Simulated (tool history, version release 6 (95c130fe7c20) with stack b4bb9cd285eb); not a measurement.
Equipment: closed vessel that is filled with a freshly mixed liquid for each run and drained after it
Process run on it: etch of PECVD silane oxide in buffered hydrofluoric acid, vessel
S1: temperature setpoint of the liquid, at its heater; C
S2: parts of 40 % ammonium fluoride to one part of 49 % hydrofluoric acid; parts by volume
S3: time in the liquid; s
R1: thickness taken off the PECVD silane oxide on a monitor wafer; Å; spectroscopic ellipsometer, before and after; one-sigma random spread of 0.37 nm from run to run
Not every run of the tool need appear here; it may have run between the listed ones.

{"run": 1, "day": 0.0, "S1": 25.0, "S2": 22.5, "S3": 30, "R1": 400.0}
{"run": 2, "day": 0.329, "S1": 25.0, "S2": 27.5, "S3": 30, "R1": 345.11}
{"run": 3, "day": 0.417, "S1": 26.0, "S2": 26.0, "S3": 30, "R1": 382.8}
{"run": 4, "day": 0.692, "S1": 29.0, "S2": 26.0, "S3": 30, "R1": 450.71}
{"run": 5, "day": 0.833, "S1": 29.0, "S2": 20.5, "S3": 30, "R1": 529.87}
{"run": 6, "day": 0.912, "S1": 26.5, "S2": 20.5, "S3": 30, "R1": 466.95}
{"run": 7, "day": 1.154, "S1": 27.5, "S2": 20.0, "S3": 30, "R1": 496.3}

What will run 8 give?
{"run": 8, "day": 1.521, "S1": 31.5, "S2": 15.5, "S3": 30, "R1": "?"}

R1: 786.91 Å
